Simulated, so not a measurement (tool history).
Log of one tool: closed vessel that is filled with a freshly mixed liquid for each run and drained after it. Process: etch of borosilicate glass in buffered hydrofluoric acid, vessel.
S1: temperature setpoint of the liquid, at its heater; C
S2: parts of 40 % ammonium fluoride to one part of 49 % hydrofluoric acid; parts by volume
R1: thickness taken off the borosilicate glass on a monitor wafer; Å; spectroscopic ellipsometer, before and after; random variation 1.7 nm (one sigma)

Run 1, hour 0: S1 22 C, S2 16.5 parts by volume, time in the liquid (s) 100. Result: R1 686.19 Å.
Run 2, hour 1.8: S1 22 C, S2 14 parts by volume, time in the liquid (s) 100. Result: R1 798.36 Å.
Run 3, hour 10: S1 24.5 C, S2 11.5 parts by volume, time in the liquid (s) 100. Result: R1 1120.7 Å.
Run 4, hour 19.2: S1 24.5 C, S2 11.5 parts by volume, time in the liquid (s) 100. Result: R1 1129.2 Å.
Run 5, hour 20.2: S1 24.5 C, S2 11.5 parts by volume, time in the liquid (s) 100. Result: R1 1110.7 Å.
Run 6, hour 22: S1 26.5 C, S2 10.5 parts by volume, time in the liquid (s) 100. Result: R1 1361.2 Å.
Run 7, hour 24.2: S1 27.5 C, S2 10 parts by volume, time in the liquid (s) 100. Result: R1 1502.6 Å.

The next listed run, before its measurement:
Run 8, hour 29.3: S1 28.5 C, S2 9.5 parts by volume, time in the liquid (s) 100. Result: R1 ?.

Run 8 gave R1 1621.1 Å.

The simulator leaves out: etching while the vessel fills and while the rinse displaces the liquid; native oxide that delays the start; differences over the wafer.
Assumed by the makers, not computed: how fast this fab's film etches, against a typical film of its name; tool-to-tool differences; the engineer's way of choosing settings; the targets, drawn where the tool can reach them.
